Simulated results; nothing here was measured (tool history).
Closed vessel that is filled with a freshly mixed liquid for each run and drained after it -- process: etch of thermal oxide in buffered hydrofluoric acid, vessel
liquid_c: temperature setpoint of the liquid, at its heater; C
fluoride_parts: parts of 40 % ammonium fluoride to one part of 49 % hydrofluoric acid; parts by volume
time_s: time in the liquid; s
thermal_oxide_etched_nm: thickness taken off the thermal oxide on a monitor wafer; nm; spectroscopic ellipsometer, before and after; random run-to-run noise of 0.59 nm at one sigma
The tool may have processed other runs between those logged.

run	day	liquid_c	fluoride_parts	time_s	thermal_oxide_etched_nm
1	0	24	12	95	83.425
2	0.121	24	9	95	105.98
3	0.338	23.5	9.5	95	98.372
4	0.558	23.5	9.5	95	100.68
5	0.767	23	10	95	93.677
6	0.962	20.5	10	95	81.636
7	1.117	20.5	10	95	81.393
8	1.15	20	10	95	79.856

Estimate the outcome of run 9 from the log above:
9	1.271	19.5	10	95	?

{"run 9": {"thermal_oxide_etched_nm": 78.06}}
